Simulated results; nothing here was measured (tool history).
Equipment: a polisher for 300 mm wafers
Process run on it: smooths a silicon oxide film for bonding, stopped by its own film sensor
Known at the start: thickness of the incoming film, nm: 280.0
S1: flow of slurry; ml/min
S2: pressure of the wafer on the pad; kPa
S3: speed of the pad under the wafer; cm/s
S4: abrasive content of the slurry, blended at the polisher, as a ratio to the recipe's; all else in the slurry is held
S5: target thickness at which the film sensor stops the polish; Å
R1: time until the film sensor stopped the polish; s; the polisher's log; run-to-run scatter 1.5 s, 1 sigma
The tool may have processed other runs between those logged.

{"run": 1, "hour": 0.0, "S1": 260, "S2": 12.4, "S3": 72, "S4": 1, "S5": 2200, "R1": 133.88}
{"run": 2, "hour": 7.8, "S1": 295, "S2": 12.4, "S3": 72, "S4": 1, "S5": 2200, "R1": 134.66}
{"run": 3, "hour": 16.1, "S1": 295, "S2": 11.7, "S3": 72, "S4": 1, "S5": 2200, "R1": 139.04}
{"run": 4, "hour": 20.3, "S1": 295, "S2": 11.7, "S3": 72, "S4": 1, "S5": 2170, "R1": 146.45}
{"run": 5, "hour": 28.0, "S1": 295, "S2": 11, "S3": 72, "S4": 1, "S5": 2170, "R1": 150.47}
{"run": 6, "hour": 32.6, "S1": 295, "S2": 10.3, "S3": 72, "S4": 1, "S5": 2170, "R1": 156.92}

Predict the results of run 7:
{"run": 7, "hour": 40.1, "S1": 295, "S2": 9.7, "S3": 72, "S4": 1, "S5": 2170, "R1": "?"}

R1: 164.75 s
